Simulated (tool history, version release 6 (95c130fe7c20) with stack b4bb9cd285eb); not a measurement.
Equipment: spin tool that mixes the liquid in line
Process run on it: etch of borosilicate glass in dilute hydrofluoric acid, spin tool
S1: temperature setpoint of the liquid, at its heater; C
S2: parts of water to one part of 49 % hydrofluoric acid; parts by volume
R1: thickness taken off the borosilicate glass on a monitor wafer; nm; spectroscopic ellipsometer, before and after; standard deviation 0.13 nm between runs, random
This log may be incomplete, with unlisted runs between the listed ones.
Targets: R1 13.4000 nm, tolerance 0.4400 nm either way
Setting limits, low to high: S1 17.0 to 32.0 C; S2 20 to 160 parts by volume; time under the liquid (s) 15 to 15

{"run": 1, "hour": 0.0, "S1": 24.0, "S2": 90, "time under the liquid (s)": 15, "R1": 7.6532}
{"run": 2, "hour": 7.9, "S1": 25.5, "S2": 85, "time under the liquid (s)": 15, "R1": 8.6689}
{"run": 3, "hour": 9.2, "S1": 27.0, "S2": 80, "time under the liquid (s)": 15, "R1": 10.06}
{"run": 4, "hour": 14.4, "S1": 28.0, "S2": 80, "time under the liquid (s)": 15, "R1": 10.32}
{"run": 5, "hour": 15.1, "S1": 29.0, "S2": 80, "time under the liquid (s)": 15, "R1": 10.68}
{"run": 6, "hour": 17.1, "S1": 29.0, "S2": 105, "time under the liquid (s)": 15, "R1": 7.8482}
{"run": 7, "hour": 17.6, "S1": 29.5, "S2": 95, "time under the liquid (s)": 15, "R1": 8.9495}
{"run": 8, "hour": 24.5, "S1": 30.0, "S2": 90, "time under the liquid (s)": 15, "R1": 9.8253}
{"run": 9, "hour": 28.0, "S1": 30.0, "S2": 90, "time under the liquid (s)": 15, "R1": 9.733}
{"run": 10, "hour": 36.0, "S1": 30.5, "S2": 85, "time under the liquid (s)": 15, "R1": 10.588}
{"run": 11, "hour": 45.0, "S1": 31.0, "S2": 80, "time under the liquid (s)": 15, "R1": 11.51}
{"run": 12, "hour": 50.0, "S1": 31.5, "S2": 75, "time under the liquid (s)": 15, "R1": 12.726}
{"run": 13, "hour": 54.3, "S1": 32.0, "S2": 75, "time under the liquid (s)": 15, "R1": 12.767}
{"run": 14, "hour": 61.4, "S1": 32.0, "S2": 70, "time under the liquid (s)": 15, "R1": 13.914}

Pick the move, out of 4, that brings all results within their allowed miss; only one does.
{"run": "A", "hour": 68.5, "S1": 31.5, "S2": 75, "time under the liquid (s)": 15, "R1": "?"}
{"run": "B", "hour": 68.5, "S1": 32.0, "S2": 65, "time under the liquid (s)": 15, "R1": "?"}
{"run": "C", "hour": 68.5, "S1": 29.0, "S2": 65, "time under the liquid (s)": 15, "R1": "?"}
{"run": "D", "hour": 68.5, "S1": 31.0, "S2": 65, "time under the liquid (s)": 15, "R1": "?"}

move=A R1=12.4070
move=B R1=14.8180
move=C R1=13.2010
move=D R1=14.2630
A: moves the result that the last run missed by most past its target, out the other side
B: the biggest miss grows against the last run
C: in spec on every target
D: the biggest miss grows against the last run
The move that meets every target is C.

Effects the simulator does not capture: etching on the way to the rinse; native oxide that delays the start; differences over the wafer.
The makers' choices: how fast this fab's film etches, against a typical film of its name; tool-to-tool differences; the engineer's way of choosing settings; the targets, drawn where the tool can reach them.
